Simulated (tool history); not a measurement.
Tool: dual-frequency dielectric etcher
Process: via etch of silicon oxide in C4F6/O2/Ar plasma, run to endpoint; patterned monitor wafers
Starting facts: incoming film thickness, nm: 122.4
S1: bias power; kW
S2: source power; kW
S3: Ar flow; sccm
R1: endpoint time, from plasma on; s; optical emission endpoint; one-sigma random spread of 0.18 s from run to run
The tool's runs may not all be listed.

run	hour	S1	S2	S3	R1
1	0	0.589	0.36	211	24.419
2	7.8	0.536	0.34	214	26.354
3	8.9	0.536	0.38	214	25.327
4	12.4	0.488	0.38	214	26.357
5	16.3	0.488	0.43	214	25.28
6	24.6	0.488	0.38	214	26.618
7	25.8	0.462	0.38	215	27.144
8	28.7	0.439	0.38	216	27.7

The next listed run, before its measurement:
9	30.1	0.421	0.38	216	?

{"run 9": {"R1": 28.337}}
